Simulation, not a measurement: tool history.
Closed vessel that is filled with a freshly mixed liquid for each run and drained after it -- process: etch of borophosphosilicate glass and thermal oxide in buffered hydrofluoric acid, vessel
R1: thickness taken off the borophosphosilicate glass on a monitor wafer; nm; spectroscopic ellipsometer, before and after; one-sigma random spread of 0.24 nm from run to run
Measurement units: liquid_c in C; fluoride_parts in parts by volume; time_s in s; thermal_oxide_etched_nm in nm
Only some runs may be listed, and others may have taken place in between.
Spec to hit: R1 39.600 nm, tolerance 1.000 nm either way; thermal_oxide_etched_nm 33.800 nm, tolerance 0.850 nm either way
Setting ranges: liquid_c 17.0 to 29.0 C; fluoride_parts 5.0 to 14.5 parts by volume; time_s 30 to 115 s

run 1 hour=0.0 | liquid_c=21.0 fluoride_parts=9.0 time_s=60 | R1=71.891 thermal_oxide_etched_nm=61.495
run 2 hour=3.9 | liquid_c=21.0 fluoride_parts=9.0 time_s=70 | R1=83.402 thermal_oxide_etched_nm=70.758
run 3 hour=12.8 | liquid_c=24.0 fluoride_parts=9.0 time_s=70 | R1=97.863 thermal_oxide_etched_nm=84.375
run 4 hour=15.0 | liquid_c=23.0 fluoride_parts=9.5 time_s=70 | R1=89.103 thermal_oxide_etched_nm=77.277
run 5 hour=17.5 | liquid_c=23.0 fluoride_parts=9.5 time_s=55 | R1=70.252 thermal_oxide_etched_nm=60.533
run 6 hour=25.7 | liquid_c=24.5 fluoride_parts=9.5 time_s=55 | R1=76.289 thermal_oxide_etched_nm=65.653
run 7 hour=29.9 | liquid_c=23.5 fluoride_parts=10.0 time_s=55 | R1=70.565 thermal_oxide_etched_nm=60.065
run 8 hour=33.1 | liquid_c=23.0 fluoride_parts=10.5 time_s=55 | R1=64.982 thermal_oxide_etched_nm=55.274
run 9 hour=35.5 | liquid_c=22.5 fluoride_parts=10.5 time_s=55 | R1=63.085 thermal_oxide_etched_nm=54.515
run 10 hour=42.3 | liquid_c=18.5 fluoride_parts=13.0 time_s=55 | R1=41.126 thermal_oxide_etched_nm=35.599

4 next moves are on the table. One of them brings every result within its allowed miss. Which?
run A hour=49.1 | liquid_c=18.5 fluoride_parts=8.0 time_s=35 | R1=? thermal_oxide_etched_nm=?
run B hour=49.1 | liquid_c=19.5 fluoride_parts=11.0 time_s=40 | R1=? thermal_oxide_etched_nm=?
run C hour=49.1 | liquid_c=20.0 fluoride_parts=9.0 time_s=35 | R1=? thermal_oxide_etched_nm=?
run D hour=49.1 | liquid_c=18.0 fluoride_parts=10.0 time_s=40 | R1=? thermal_oxide_etched_nm=?

move=A R1=41.209 thermal_oxide_etched_nm=35.323
move=B R1=37.238 thermal_oxide_etched_nm=32.050
move=C R1=39.351 thermal_oxide_etched_nm=33.819
move=D R1=37.618 thermal_oxide_etched_nm=32.314
A: better than the last run, though not everything is in spec
B: the result that was furthest off in the last run now lies on the other side of its target
C: all results in spec
D: the result that was furthest off in the last run now lies on the other side of its target
The right move is C.

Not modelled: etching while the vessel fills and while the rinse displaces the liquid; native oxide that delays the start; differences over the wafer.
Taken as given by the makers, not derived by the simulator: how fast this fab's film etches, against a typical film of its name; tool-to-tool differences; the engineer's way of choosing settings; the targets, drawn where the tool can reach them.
